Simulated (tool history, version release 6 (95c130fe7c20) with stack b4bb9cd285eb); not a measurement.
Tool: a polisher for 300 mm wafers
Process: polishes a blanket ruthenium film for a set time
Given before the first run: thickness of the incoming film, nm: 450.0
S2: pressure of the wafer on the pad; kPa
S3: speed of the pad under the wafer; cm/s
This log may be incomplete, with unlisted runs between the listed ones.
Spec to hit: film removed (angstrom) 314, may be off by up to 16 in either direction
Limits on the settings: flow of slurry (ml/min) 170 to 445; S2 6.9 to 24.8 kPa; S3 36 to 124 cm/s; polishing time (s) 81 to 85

Run 1, hour 0: flow of slurry (ml/min) 285, S2 15.9 kPa, S3 80 cm/s, polishing time (s) 81. Result: film removed (angstrom) 689.49.
Run 2, hour 5: flow of slurry (ml/min) 285, S2 15.9 kPa, S3 64 cm/s, polishing time (s) 81. Result: film removed (angstrom) 540.05.
Run 3, hour 12.5: flow of slurry (ml/min) 285, S2 15.2 kPa, S3 64 cm/s, polishing time (s) 81. Result: film removed (angstrom) 538.63.
Run 4, hour 15.3: flow of slurry (ml/min) 285, S2 15.2 kPa, S3 84 cm/s, polishing time (s) 81. Result: film removed (angstrom) 718.19.
Run 5, hour 17.9: flow of slurry (ml/min) 285, S2 14.5 kPa, S3 80 cm/s, polishing time (s) 81. Result: film removed (angstrom) 650.73.
Run 6, hour 19.6: flow of slurry (ml/min) 285, S2 13.8 kPa, S3 78 cm/s, polishing time (s) 81. Result: film removed (angstrom) 621.82.
Run 7, hour 21.2: flow of slurry (ml/min) 275, S2 9.7 kPa, S3 56 cm/s, polishing time (s) 81. Result: film removed (angstrom) 347.42.
Run 8, hour 24.8: flow of slurry (ml/min) 275, S2 9 kPa, S3 56 cm/s, polishing time (s) 81. Result: film removed (angstrom) 341.7.

5 candidate next runs follow, results not yet known. Just one meets every target within its allowed miss. Identify it.
Run A, hour 28.4: flow of slurry (ml/min) 395, S2 6.9 kPa, S3 60 cm/s, polishing time (s) 83. Result: film removed (angstrom) ?.
Run B, hour 28.4: flow of slurry (ml/min) 270, S2 6.9 kPa, S3 66 cm/s, polishing time (s) 81. Result: film removed (angstrom) ?.
Run C, hour 28.4: flow of slurry (ml/min) 295, S2 6.9 kPa, S3 58 cm/s, polishing time (s) 82. Result: film removed (angstrom) ?.
Run D, hour 28.4: flow of slurry (ml/min) 285, S2 7.6 kPa, S3 60 cm/s, polishing time (s) 85. Result: film removed (angstrom) ?.
Run E, hour 28.4: flow of slurry (ml/min) 220, S2 9.7 kPa, S3 60 cm/s, polishing time (s) 81. Result: film removed (angstrom) ?.

move  film removed (angstrom)
   A                   335.61
   B                   346.93
   C                   313.08
   D                    350.8
   E                   370.23
A: closer than the last run, but not yet in spec
B: the biggest miss grows against the last run
C: hits every target within its allowed miss
D: the biggest miss grows against the last run
E: the biggest miss grows against the last run
So the answer is move C, the one that meets all the targets.
